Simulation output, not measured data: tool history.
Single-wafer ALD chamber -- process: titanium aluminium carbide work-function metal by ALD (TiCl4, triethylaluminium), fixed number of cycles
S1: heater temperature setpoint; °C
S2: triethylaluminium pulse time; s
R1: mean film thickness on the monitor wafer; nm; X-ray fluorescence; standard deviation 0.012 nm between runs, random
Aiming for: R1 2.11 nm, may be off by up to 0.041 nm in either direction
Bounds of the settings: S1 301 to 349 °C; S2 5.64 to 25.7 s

run	hour	S1	S2	R1
1	0	325	15.67	2.3154
2	1.4	325	17.86	2.3119
3	2.8	325	14.49	2.3009
4	8.4	331	14.49	2.3566
5	10.9	322	14.49	2.2601
6	19.7	322	16.07	2.2861
7	22.8	318	15.59	2.221
8	31.7	316	15.43	2.2024
9	33	314	15.28	2.1878
10	40	313	15.15	2.1663
11	47.2	312	15.06	2.1563

Consider the 5 candidate settings below. Which is the only one whose results all fall within their allowed miss of target?
A	54.4	320	15.32	?
B	54.4	318	16.74	?
C	54.4	315	15.31	?
D	54.4	313	19.3	?
E	54.4	306	20.34	?

move	R1
A	2.2269
B	2.2108
C	2.1753
D	2.1633
E	2.0922
A: the biggest miss grows against the last run
B: the biggest miss grows against the last run
C: the biggest miss grows against the last run
D: the biggest miss grows against the last run
E: every result lands within tolerance
So the answer is move E, the one that meets all the targets.
